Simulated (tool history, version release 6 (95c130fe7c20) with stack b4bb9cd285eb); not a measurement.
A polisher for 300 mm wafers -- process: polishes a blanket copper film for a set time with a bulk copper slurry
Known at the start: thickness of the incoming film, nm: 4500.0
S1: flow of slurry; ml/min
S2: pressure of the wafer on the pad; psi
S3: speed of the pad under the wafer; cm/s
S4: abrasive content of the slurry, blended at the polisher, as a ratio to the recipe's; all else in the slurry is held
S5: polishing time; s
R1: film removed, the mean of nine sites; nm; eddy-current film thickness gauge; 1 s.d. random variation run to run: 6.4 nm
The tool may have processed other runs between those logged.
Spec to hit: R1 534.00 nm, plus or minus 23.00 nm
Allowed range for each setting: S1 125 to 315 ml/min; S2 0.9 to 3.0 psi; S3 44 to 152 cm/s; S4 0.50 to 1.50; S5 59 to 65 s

run,hour,S1,S2,S3,S4,S5,R1
1,0.0,205,1.9,98,1.00,65,399.15
2,1.3,205,1.9,98,1.00,59,367.54
3,5.4,205,2.1,98,1.00,59,407.23
4,7.8,205,2.1,76,1.00,59,312.28
5,16.2,205,2.3,78,1.00,59,351.11
6,22.1,205,2.5,80,1.00,59,389.90
7,28.3,205,2.6,82,1.00,59,408.64
8,30.7,205,2.7,84,1.00,59,432.93

Consider the 5 candidate settings below. Which is the only one whose results all fall within their allowed miss of target?
A,33.1,210,2.5,88,1.05,63,?
B,33.1,215,3.0,92,0.80,63,?
C,33.1,180,2.8,84,1.00,61,?
D,33.1,240,2.8,84,1.05,61,?
E,33.1,185,2.8,72,1.00,62,?

move,R1
A,455.36
B,529.41
C,452.58
D,474.97
E,398.16
A: nearer the targets than the last run, but a result is still out of spec
B: every result within its allowed miss
C: nearer the targets than the last run, but a result is still out of spec
D: nearer the targets than the last run, but a result is still out of spec
E: misses by more than the last run did
Move B is the one to make.

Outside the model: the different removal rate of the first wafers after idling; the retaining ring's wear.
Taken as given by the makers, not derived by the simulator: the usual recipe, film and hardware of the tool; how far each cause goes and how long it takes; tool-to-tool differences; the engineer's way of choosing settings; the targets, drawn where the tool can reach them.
